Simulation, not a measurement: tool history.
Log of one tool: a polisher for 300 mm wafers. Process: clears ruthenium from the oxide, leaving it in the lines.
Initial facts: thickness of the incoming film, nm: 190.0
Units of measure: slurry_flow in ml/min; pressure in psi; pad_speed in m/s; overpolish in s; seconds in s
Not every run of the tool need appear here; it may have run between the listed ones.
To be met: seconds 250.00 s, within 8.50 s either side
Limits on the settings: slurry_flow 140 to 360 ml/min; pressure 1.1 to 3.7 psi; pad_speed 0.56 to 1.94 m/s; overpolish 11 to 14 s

run,day,slurry_flow,pressure,pad_speed,overpolish,seconds
1,0.000,230,2.4,1.24,14,150.57
2,0.325,230,2.2,1.24,14,160.84
3,0.562,230,2.0,1.24,14,175.59
4,0.658,270,2.0,1.24,14,171.01
5,0.771,270,2.0,1.48,14,143.61
6,0.950,270,2.0,1.20,14,175.23
# day 1.096: worn pad replaced by a new one
7,1.096,265,1.8,1.20,14,181.27
8,1.350,260,1.7,1.16,14,201.91
9,1.621,260,1.7,1.16,14,198.62
10,1.800,255,1.6,1.16,14,214.93
11,2.154,245,1.6,1.16,14,212.42
12,2.354,245,1.6,1.16,14,214.10
13,2.717,235,1.6,1.16,14,214.41
14,2.879,235,1.6,1.16,14,213.63
15,3.254,230,1.2,1.16,14,265.03
16,3.492,235,1.2,1.16,14,269.63
17,3.733,240,1.2,1.16,14,269.04
18,3.800,245,1.2,1.16,14,267.63

Pick the move, out of 5, that brings all results within their allowed miss; only one does.
A,3.867,220,1.5,1.12,13,?
B,3.867,250,1.3,1.28,11,?
C,3.867,225,1.2,1.38,14,?
D,3.867,305,1.4,1.08,11,?
E,3.867,220,1.6,1.08,11,?

move,seconds
A,235.38
B,228.41
C,229.07
D,248.58
E,231.21
A: carries the result that was furthest off beyond its target, to the other side
B: carries the result that was furthest off beyond its target, to the other side
C: carries the result that was furthest off beyond its target, to the other side
D: all results land within tolerance of their targets
E: carries the result that was furthest off beyond its target, to the other side
Move D is the one to make.

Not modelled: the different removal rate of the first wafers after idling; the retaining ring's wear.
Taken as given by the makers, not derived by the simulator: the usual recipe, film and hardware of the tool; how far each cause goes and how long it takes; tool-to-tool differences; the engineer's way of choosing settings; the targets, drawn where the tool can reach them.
